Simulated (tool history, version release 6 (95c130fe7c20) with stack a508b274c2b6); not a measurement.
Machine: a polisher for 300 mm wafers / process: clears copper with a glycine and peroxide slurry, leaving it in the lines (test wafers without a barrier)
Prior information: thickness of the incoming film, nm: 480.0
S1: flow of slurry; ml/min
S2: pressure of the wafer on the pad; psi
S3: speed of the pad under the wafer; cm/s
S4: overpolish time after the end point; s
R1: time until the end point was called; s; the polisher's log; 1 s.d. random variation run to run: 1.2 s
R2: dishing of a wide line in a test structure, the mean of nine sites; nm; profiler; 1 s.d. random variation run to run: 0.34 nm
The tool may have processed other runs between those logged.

{"run": 1, "day": 0.0, "S1": 185, "S2": 1.8, "S3": 94, "S4": 22, "R1": 105.71, "R2": 59.671}
{"run": 2, "day": 0.05, "S1": 175, "S2": 1.5, "S3": 110, "S4": 17, "R1": 105.87, "R2": 49.344}
{"run": 3, "day": 0.1, "S1": 175, "S2": 1.5, "S3": 88, "S4": 17, "R1": 124.14, "R2": 44.207}
{"run": 4, "day": 0.358, "S1": 205, "S2": 1.5, "S3": 88, "S4": 17, "R1": 121.5, "R2": 44.346}
{"run": 5, "day": 0.667, "S1": 205, "S2": 1.2, "S3": 88, "S4": 17, "R1": 135.87, "R2": 40.552}
{"run": 6, "day": 0.933, "S1": 170, "S2": 1.2, "S3": 88, "S4": 17, "R1": 140.62, "R2": 39.716}
{"run": 7, "day": 1.254, "S1": 185, "S2": 0.8, "S3": 114, "S4": 7, "R1": 146.39, "R2": 17.77}
{"run": 8, "day": 1.421, "S1": 190, "S2": 1.0, "S3": 122, "S4": 7, "R1": 118.73, "R2": 20.412}
{"run": 9, "day": 1.762, "S1": 200, "S2": 1.1, "S3": 122, "S4": 7, "R1": 115.05, "R2": 21.825}
{"run": 10, "day": 1.938, "S1": 205, "S2": 1.2, "S3": 124, "S4": 7, "R1": 106.97, "R2": 22.427}
{"run": 11, "day": 2.025, "S1": 205, "S2": 1.3, "S3": 124, "S4": 7, "R1": 104.45, "R2": 23.911}

What does the tool deliver on the next run?
{"run": 12, "day": 2.233, "S1": 205, "S2": 1.3, "S3": 124, "S4": 7, "R1": "?", "R2": "?"}

{"run 12": {"R1": 106.59, "R2": 24.16}}

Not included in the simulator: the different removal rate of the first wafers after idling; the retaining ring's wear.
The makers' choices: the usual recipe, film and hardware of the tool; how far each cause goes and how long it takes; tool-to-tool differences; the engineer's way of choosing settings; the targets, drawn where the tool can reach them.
